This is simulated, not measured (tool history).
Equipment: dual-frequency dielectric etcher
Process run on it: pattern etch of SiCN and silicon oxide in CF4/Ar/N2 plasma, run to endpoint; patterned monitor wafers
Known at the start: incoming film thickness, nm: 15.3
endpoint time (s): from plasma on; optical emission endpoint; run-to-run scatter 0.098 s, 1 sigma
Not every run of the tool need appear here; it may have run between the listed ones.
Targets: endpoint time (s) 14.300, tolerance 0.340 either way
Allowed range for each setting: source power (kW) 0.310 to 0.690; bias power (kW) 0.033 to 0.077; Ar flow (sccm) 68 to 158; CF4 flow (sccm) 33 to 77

{"run": 1, "day": 0.0, "source power (kW)": 0.5, "bias power (kW)": 0.055, "Ar flow (sccm)": 113, "CF4 flow (sccm)": 55, "endpoint time (s)": 18.474}
{"run": 2, "day": 0.317, "source power (kW)": 0.53, "bias power (kW)": 0.055, "Ar flow (sccm)": 113, "CF4 flow (sccm)": 55, "endpoint time (s)": 17.19}
{"run": 3, "day": 0.442, "source power (kW)": 0.53, "bias power (kW)": 0.055, "Ar flow (sccm)": 101, "CF4 flow (sccm)": 55, "endpoint time (s)": 16.884}
{"run": 4, "day": 0.55, "source power (kW)": 0.53, "bias power (kW)": 0.05, "Ar flow (sccm)": 101, "CF4 flow (sccm)": 55, "endpoint time (s)": 17.823}
{"run": 5, "day": 0.608, "source power (kW)": 0.53, "bias power (kW)": 0.05, "Ar flow (sccm)": 101, "CF4 flow (sccm)": 63, "endpoint time (s)": 17.518}
{"run": 6, "day": 0.721, "source power (kW)": 0.55, "bias power (kW)": 0.05, "Ar flow (sccm)": 101, "CF4 flow (sccm)": 63, "endpoint time (s)": 16.763}
{"run": 7, "day": 0.842, "source power (kW)": 0.57, "bias power (kW)": 0.05, "Ar flow (sccm)": 101, "CF4 flow (sccm)": 63, "endpoint time (s)": 15.936}
{"run": 8, "day": 1.071, "source power (kW)": 0.58, "bias power (kW)": 0.05, "Ar flow (sccm)": 101, "CF4 flow (sccm)": 63, "endpoint time (s)": 15.668}
{"run": 9, "day": 1.354, "source power (kW)": 0.59, "bias power (kW)": 0.05, "Ar flow (sccm)": 101, "CF4 flow (sccm)": 63, "endpoint time (s)": 15.35}
{"run": 10, "day": 1.588, "source power (kW)": 0.6, "bias power (kW)": 0.05, "Ar flow (sccm)": 101, "CF4 flow (sccm)": 63, "endpoint time (s)": 15.191}
{"run": 11, "day": 1.942, "source power (kW)": 0.61, "bias power (kW)": 0.05, "Ar flow (sccm)": 101, "CF4 flow (sccm)": 63, "endpoint time (s)": 14.819}

Which of these 5 next moves meets every target?
{"run": "A", "day": 2.296, "source power (kW)": 0.59, "bias power (kW)": 0.048, "Ar flow (sccm)": 84, "CF4 flow (sccm)": 68, "endpoint time (s)": "?"}
{"run": "B", "day": 2.296, "source power (kW)": 0.67, "bias power (kW)": 0.044, "Ar flow (sccm)": 110, "CF4 flow (sccm)": 64, "endpoint time (s)": "?"}
{"run": "C", "day": 2.296, "source power (kW)": 0.6, "bias power (kW)": 0.048, "Ar flow (sccm)": 106, "CF4 flow (sccm)": 66, "endpoint time (s)": "?"}
{"run": "D", "day": 2.296, "source power (kW)": 0.65, "bias power (kW)": 0.048, "Ar flow (sccm)": 126, "CF4 flow (sccm)": 41, "endpoint time (s)": "?"}
{"run": "E", "day": 2.296, "source power (kW)": 0.61, "bias power (kW)": 0.046, "Ar flow (sccm)": 90, "CF4 flow (sccm)": 61, "endpoint time (s)": "?"}

move=A endpoint_time_(s)=14.869
move=B endpoint_time_(s)=14.122
move=C endpoint_time_(s)=15.186
move=D endpoint_time_(s)=15.498
move=E endpoint_time_(s)=14.981
A: moves away from the targets compared with the last run
B: in spec on every target
C: moves away from the targets compared with the last run
D: moves away from the targets compared with the last run
E: moves away from the targets compared with the last run
Correct choice: B, which meets every target
